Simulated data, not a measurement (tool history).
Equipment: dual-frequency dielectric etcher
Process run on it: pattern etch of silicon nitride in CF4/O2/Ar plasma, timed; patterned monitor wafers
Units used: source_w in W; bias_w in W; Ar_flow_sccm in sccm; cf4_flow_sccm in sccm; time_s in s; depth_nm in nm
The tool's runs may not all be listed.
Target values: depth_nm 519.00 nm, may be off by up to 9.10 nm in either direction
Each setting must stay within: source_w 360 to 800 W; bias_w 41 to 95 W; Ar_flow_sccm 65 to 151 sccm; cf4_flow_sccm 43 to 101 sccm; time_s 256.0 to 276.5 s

run	hour	source_w	bias_w	Ar_flow_sccm	cf4_flow_sccm	time_s	depth_nm
1	0.0	580	68	108	72	276.5	624.14
2	7.3	570	68	108	72	276.5	612.83
3	10.7	560	68	108	72	276.5	598.95
4	13.1	610	68	108	72	276.5	656.95
5	20.0	590	68	108	72	276.5	632.83
6	22.1	580	68	108	72	276.5	623.26
7	29.5	570	68	108	72	276.5	606.36
8	31.2	560	68	108	72	276.5	602.82
9	34.7	550	68	108	72	276.5	590.24
10	39.0	540	68	108	72	276.5	575.95
11	40.7	530	68	108	72	276.5	566.77
12	46.2	520	68	108	72	276.5	552.73
13	49.7	500	68	108	72	276.5	530.45

Pick the move, out of 5, that brings all results within their allowed miss; only one does.
A	53.2	520	67	99	81	264.0	?
B	53.2	520	62	107	75	276.5	?
C	53.2	520	62	103	63	256.0	?
D	53.2	480	68	94	74	274.5	?
E	53.2	490	71	93	75	276.5	?

move	depth_nm
A	542.04
B	546.40
C	495.10
D	515.58
E	538.39
A: its largest miss is bigger than the last run's
B: its largest miss is bigger than the last run's
C: carries the result that was furthest off beyond its target, to the other side
D: all results in spec
E: its largest miss is bigger than the last run's
Answer: D
